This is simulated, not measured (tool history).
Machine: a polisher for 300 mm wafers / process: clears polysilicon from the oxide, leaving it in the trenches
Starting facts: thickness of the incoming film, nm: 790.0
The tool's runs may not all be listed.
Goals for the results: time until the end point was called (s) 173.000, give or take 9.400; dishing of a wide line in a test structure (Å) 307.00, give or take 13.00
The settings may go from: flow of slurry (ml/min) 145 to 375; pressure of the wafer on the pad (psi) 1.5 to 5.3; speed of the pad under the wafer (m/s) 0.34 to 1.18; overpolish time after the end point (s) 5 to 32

| run | hour | flow of slurry (ml/min) | pressure of the wafer on the pad (psi) | speed of the pad under the wafer (m/s) | overpolish time after the end point (s) | time until the end point was called (s) | dishing of a wide line in a test structure (Å) |
|---|---|---|---|---|---|---|---|
| 1 | 0.0 | 240 | 3.4 | 0.76 | 16 | 64.096 | 313.32 |
| 2 | 1.6 | 240 | 3.4 | 0.76 | 22 | 63.596 | 312.14 |
| 3 | 10.0 | 240 | 3.2 | 0.72 | 22 | 70.315 | 314.35 |
| 4 | 11.5 | 240 | 4.1 | 0.72 | 22 | 53.842 | 312.62 |
| 5 | 16.2 | 240 | 3.8 | 0.68 | 22 | 63.954 | 321.52 |
| 6 | 21.8 | 240 | 4.3 | 0.68 | 22 | 54.945 | 318.09 |
| 7 | 30.3 | 240 | 4.3 | 0.68 | 22 | 56.234 | 320.78 |
| 8 | 32.4 | 230 | 3.9 | 0.66 | 21 | 62.472 | 309.21 |
| 9 | 40.7 | 240 | 3.6 | 0.62 | 21 | 71.506 | 314.70 |
| 10 | 47.6 | 240 | 3.3 | 0.58 | 21 | 82.485 | 317.86 |
| 11 | 55.6 | 230 | 3.1 | 0.56 | 21 | 93.171 | 314.66 |
| 12 | 60.4 | 225 | 2.9 | 0.54 | 21 | 99.128 | 307.61 |
| 13 | 65.4 | 230 | 2.7 | 0.52 | 21 | 113.430 | 309.63 |
| 14 | 66.6 | 230 | 2.6 | 0.52 | 21 | 118.640 | 309.61 |
| 15 | 69.9 | 230 | 2.5 | 0.52 | 21 | 118.140 | 307.36 |
| 16 | 72.4 | 235 | 2.4 | 0.50 | 21 | 133.480 | 305.89 |
| 17 | 74.1 | 240 | 2.3 | 0.50 | 21 | 133.090 | 297.65 |
| 18 | 80.1 | 170 | 1.9 | 0.40 | 27 | 216.510 | 299.04 |
| 19 | 82.6 | 180 | 2.0 | 0.40 | 27 | 207.760 | 301.02 |
| 20 | 84.4 | 185 | 2.1 | 0.40 | 27 | 189.490 | 304.02 |
| 21 | 89.6 | 185 | 2.1 | 0.40 | 27 | 197.180 | 304.46 |
| 22 | 91.8 | 185 | 2.6 | 0.42 | 30 | 149.470 | 312.67 |
| 23 | 99.8 | 180 | 2.6 | 0.42 | 30 | 151.970 | 310.97 |
| 24 | 104.0 | 175 | 2.6 | 0.42 | 30 | 149.980 | 311.03 |
| 25 | 108.0 | 165 | 2.5 | 0.42 | 30 | 154.900 | 306.78 |
| 26 | 113.3 | 170 | 2.4 | 0.42 | 31 | 161.820 | 310.32 |

Which one of the following 5 next-run settings gets every result inside its allowed miss? There is exactly one.
| A | 118.6 | 150 | 2.5 | 0.34 | 32 | ? | ? |
| B | 118.6 | 145 | 2.5 | 0.34 | 30 | ? | ? |
| C | 118.6 | 180 | 2.3 | 0.36 | 32 | ? | ? |
| D | 118.6 | 145 | 2.4 | 0.52 | 30 | ? | ? |
| E | 118.6 | 190 | 2.2 | 0.42 | 31 | ? | ? |

| move | time until the end point was called (s) | dishing of a wide line in a test structure (Å) |
|---|---|---|
| A | 193.660 | 303.32 |
| B | 195.100 | 301.46 |
| C | 191.960 | 303.52 |
| D | 135.700 | 307.65 |
| E | 171.640 | 305.13 |
A: takes the result that was furthest off past its target
B: takes the result that was furthest off past its target
C: takes the result that was furthest off past its target
D: moves away from the targets compared with the last run
E: each result inside its tolerance
The right move is E.
